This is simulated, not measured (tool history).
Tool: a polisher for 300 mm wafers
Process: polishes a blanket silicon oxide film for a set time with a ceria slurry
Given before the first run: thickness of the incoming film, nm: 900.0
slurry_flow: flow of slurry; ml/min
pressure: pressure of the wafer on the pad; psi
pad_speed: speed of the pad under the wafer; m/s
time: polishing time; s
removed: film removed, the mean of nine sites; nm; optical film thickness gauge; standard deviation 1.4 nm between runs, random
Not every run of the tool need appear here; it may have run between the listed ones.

run	day	slurry_flow	pressure	pad_speed	time	removed
1	0	220	4.1	1	31	208.31
2	0.171	220	4.1	0.8	31	170.94
3	0.317	220	4.1	0.8	31	172.1
4	0.608	225	4.1	0.8	31	171.14
5	0.779	225	4.1	0.62	31	143.3
6	1.071	200	4.1	0.62	31	139
7	1.158	215	4.2	0.62	31	142.42
8	1.229	225	4.4	0.62	31	151.19
9	1.292	235	4.5	0.62	31	154.91
10	1.458	240	4.6	0.62	31	157.56
11	1.596	240	4.7	0.62	31	161.45
12	1.708	245	4.8	0.62	31	161.44
13	2.05	245	4.9	0.62	31	163.51
14	2.4	250	5	0.62	31	167.41

Run 15 is up next; what results do you expect?
# day 2.692: slurry nozzle cleaned
15	2.692	260	5.5	0.62	31	?

{"run 15": {"removed": 194.63}}

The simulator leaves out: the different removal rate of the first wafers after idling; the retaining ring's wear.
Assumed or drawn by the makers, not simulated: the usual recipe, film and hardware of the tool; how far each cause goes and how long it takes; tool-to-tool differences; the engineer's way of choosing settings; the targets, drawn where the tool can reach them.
